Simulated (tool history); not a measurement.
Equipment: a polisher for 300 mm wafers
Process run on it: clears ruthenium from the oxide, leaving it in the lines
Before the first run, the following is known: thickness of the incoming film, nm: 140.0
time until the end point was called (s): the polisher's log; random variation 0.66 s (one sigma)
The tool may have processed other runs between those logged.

| run | hour | flow of slurry (ml/min) | pressure of the wafer on the pad (kPa) | speed of the pad under the wafer (cm/s) | overpolish time after the end point (s) | time until the end point was called (s) |
|---|---|---|---|---|---|---|
| 1 | 0.0 | 175 | 16.5 | 118 | 22 | 75.752 |
| 2 | 6.1 | 175 | 16.5 | 118 | 24 | 75.206 |
| 3 | 7.1 | 175 | 17.9 | 120 | 24 | 68.898 |
| 4 | 12.1 | 195 | 17.9 | 120 | 24 | 68.349 |
| 5 | 13.5 | 195 | 17.9 | 120 | 22 | 68.036 |
| 6 | 18.2 | 195 | 18.6 | 122 | 22 | 66.557 |
| 7 | 23.1 | 195 | 19.3 | 126 | 22 | 60.214 |
| 8 | 28.1 | 195 | 20.0 | 126 | 22 | 60.008 |
| 9 | 34.4 | 195 | 20.7 | 128 | 22 | 58.687 |

For run 10, what comes out?
| 10 | 42.1 | 200 | 24.8 | 146 | 22 | ? |

Logged for run 10: time until the end point was called (s) 43.035.
